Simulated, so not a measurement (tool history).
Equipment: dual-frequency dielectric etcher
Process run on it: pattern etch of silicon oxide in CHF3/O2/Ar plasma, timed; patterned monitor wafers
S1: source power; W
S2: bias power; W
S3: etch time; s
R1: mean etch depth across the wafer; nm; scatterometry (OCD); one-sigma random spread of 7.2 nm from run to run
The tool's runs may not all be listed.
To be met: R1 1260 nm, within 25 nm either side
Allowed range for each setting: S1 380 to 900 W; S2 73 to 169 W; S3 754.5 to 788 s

| run | hour | S1 | S2 | S3 | R1 |
|---|---|---|---|---|---|
| 1 | 0 | 640 | 121 | 754.5 | 1487.6 |
| 2 | 2 | 570 | 117 | 754.5 | 1390.5 |
| 3 | 10.8 | 570 | 117 | 788 | 1460.1 |
| 4 | 12.5 | 520 | 115 | 787.5 | 1366.5 |
| 5 | 15.6 | 470 | 115 | 787.5 | 1313.4 |
| 6 | 20.8 | 470 | 135 | 787.5 | 1389.6 |
| 7 | 25.4 | 440 | 133 | 786.5 | 1336.5 |
| 8 | 30.7 | 420 | 132 | 786.5 | 1287.8 |

Consider the 4 candidate settings below. Which is the only one whose results all fall within their allowed miss of target?
| A | 36 | 410 | 144 | 783.5 | ? |
| B | 36 | 430 | 144 | 754.5 | ? |
| C | 36 | 470 | 121 | 787 | ? |
| D | 36 | 400 | 140 | 768.5 | ? |

| move | R1 |
|---|---|
| A | 1330.2 |
| B | 1313.3 |
| C | 1336.7 |
| D | 1273.1 |
A: misses by more than the last run did
B: misses by more than the last run did
C: misses by more than the last run did
D: every result within its allowed miss
So the answer is move D, the one that meets all the targets.
